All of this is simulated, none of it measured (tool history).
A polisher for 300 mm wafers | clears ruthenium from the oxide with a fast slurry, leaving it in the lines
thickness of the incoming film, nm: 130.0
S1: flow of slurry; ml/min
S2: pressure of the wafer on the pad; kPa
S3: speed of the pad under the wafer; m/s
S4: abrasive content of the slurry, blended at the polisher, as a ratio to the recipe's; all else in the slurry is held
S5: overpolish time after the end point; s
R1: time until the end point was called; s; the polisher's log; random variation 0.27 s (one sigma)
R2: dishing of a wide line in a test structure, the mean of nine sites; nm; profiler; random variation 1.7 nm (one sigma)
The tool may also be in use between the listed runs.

run    day   S1    S2    S3  S4  S5      R1      R2
  1      0  180  19.3  1.08   1  16  24.484  66.504
  2  0.033  180  20.7  1.08   1  17  22.801  73.382
  3  0.133  180  22.1  1.08   1  18  21.424  78.405
  4  0.338  180  22.8   1.1   1  19  19.948  88.488
  5   0.45  180  23.4   1.1   1  20  19.144  94.336
  6    0.6  180  23.4   1.1   1  21  20.419  96.694
  7  0.896  180  24.1   1.1   1  21  18.987  95.103

The next listed run, before its measurement:
  8  0.996  180  24.1  1.12   1  22   ?   ?

Run 8 gave R1 18.716 s, R2 102.21 nm.
